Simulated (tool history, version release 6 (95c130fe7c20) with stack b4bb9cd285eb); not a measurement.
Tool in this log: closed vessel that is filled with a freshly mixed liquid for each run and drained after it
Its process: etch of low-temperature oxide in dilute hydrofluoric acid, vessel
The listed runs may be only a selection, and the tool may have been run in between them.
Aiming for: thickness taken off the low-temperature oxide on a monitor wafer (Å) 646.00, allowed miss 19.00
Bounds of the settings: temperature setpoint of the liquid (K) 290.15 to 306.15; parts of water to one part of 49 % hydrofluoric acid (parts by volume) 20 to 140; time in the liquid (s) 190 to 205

run  hour  temperature setpoint of the liquid (K)  parts of water to one part of 49 % hydrofluoric acid (parts by volume)  time in the liquid (s)  thickness taken off the low-temperature oxide on a monitor wafer (Å)
  1   0.0                                  298.15                                                                      75                     190                                                                291.40
  2   6.2                                  298.15                                                                     100                     190                                                                205.28
  3   7.8                                  300.65                                                                      80                     190                                                                292.81
  4  12.0                                  302.15                                                                      65                     190                                                                392.77
  5  20.2                                  300.65                                                                      65                     190                                                                368.96
     24.9  -- thermometer replaced
  6  24.9                                  300.65                                                                      50                     190                                                                467.15
  7  32.9                                  304.65                                                                      40                     190                                                                694.76
  8  38.8                                  304.15                                                                      40                     190                                                                681.42

Pick the move, out of 4, that brings all results within their allowed miss; only one does.
  A  44.7                                  306.15                                                                      45                     205                                                                     ?
  B  44.7                                  306.15                                                                      45                     190                                                                     ?
  C  44.7                                  304.15                                                                      40                     195                                                                     ?
  D  44.7                                  302.65                                                                      40                     205                                                                     ?

move  thickness taken off the low-temperature oxide on a monitor wafer (Å)
   A                                                                691.10
   B                                                                640.53
   C                                                                689.80
   D                                                                683.41
A: its largest miss is bigger than the last run's
B: every result lands within tolerance
C: its largest miss is bigger than the last run's
D: its largest miss is bigger than the last run's
B meets every target.

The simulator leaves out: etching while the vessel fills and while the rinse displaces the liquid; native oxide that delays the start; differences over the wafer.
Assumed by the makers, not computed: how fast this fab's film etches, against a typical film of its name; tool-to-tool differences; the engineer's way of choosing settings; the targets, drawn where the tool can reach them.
